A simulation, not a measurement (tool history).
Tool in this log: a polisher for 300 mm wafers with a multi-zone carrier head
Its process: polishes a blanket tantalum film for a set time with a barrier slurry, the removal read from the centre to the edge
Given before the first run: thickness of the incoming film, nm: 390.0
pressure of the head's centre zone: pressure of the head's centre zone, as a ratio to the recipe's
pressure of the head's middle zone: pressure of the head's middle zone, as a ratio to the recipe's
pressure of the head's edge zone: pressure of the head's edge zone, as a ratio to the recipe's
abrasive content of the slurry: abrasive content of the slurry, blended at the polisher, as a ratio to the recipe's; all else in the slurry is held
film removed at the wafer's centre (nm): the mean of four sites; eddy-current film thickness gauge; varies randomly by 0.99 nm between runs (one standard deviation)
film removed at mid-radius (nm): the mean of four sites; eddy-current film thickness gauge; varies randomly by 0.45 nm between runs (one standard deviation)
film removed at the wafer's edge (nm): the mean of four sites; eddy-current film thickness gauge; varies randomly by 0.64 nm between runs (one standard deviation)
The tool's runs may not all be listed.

| run | day | flow of slurry (ml/min) | pressure of the head's centre zone | pressure of the head's middle zone | pressure of the head's edge zone | abrasive content of the slurry | polishing time (s) | film removed at the wafer's centre (nm) | film removed at mid-radius (nm) | film removed at the wafer's edge (nm) |
|---|---|---|---|---|---|---|---|---|---|---|
| 1 | 0 | 195 | 1 | 1 | 1 | 1 | 37 | 56.038 | 54.02 | 54.577 |
| 2 | 0.029 | 195 | 1 | 1 | 0.92 | 1 | 37 | 55.576 | 54.68 | 53.596 |
| 3 | 0.367 | 195 | 1 | 1 | 0.88 | 1 | 37 | 54.964 | 54.391 | 52.04 |
| 4 | 0.733 | 195 | 1 | 0.97 | 0.88 | 1 | 37 | 55.45 | 53.308 | 52.263 |
| 5 | 0.775 | 155 | 1 | 0.97 | 0.88 | 1 | 37 | 51.554 | 50.147 | 50.219 |
| 6 | 1.092 | 155 | 0.96 | 0.97 | 0.88 | 1 | 37 | 50.417 | 49.783 | 50.351 |
| 7 | 1.45 | 165 | 0.95 | 0.98 | 0.92 | 1.05 | 38 | 52.795 | 53.084 | 55.029 |
| 8 | 1.675 | 180 | 0.95 | 0.99 | 0.95 | 1.1 | 38 | 55.233 | 55.369 | 56.277 |
| 9 | 1.775 | 125 | 0.93 | 0.99 | 1.05 | 1.35 | 48 | 63.435 | 67.451 | 73.665 |
| 10 | 2.008 | 135 | 0.94 | 0.99 | 1.05 | 1.35 | 48 | 67.137 | 69.199 | 75.344 |
| 11 | 2.117 | 140 | 0.94 | 0.99 | 1.05 | 1.35 | 48 | 67.727 | 70.115 | 76.571 |
| 12 | 2.179 | 145 | 0.94 | 0.99 | 1.05 | 1.35 | 48 | 70.828 | 70.303 | 76.394 |

Expected results for the next run?
| 13 | 2.488 | 150 | 0.94 | 0.99 | 1.05 | 1.35 | 48 | ? | ? | ? |

{"run 13": {"film removed at the wafer's centre (nm)": 69.76, "film removed at mid-radius (nm)": 71.476, "film removed at the wafer's edge (nm)": 77.432}}

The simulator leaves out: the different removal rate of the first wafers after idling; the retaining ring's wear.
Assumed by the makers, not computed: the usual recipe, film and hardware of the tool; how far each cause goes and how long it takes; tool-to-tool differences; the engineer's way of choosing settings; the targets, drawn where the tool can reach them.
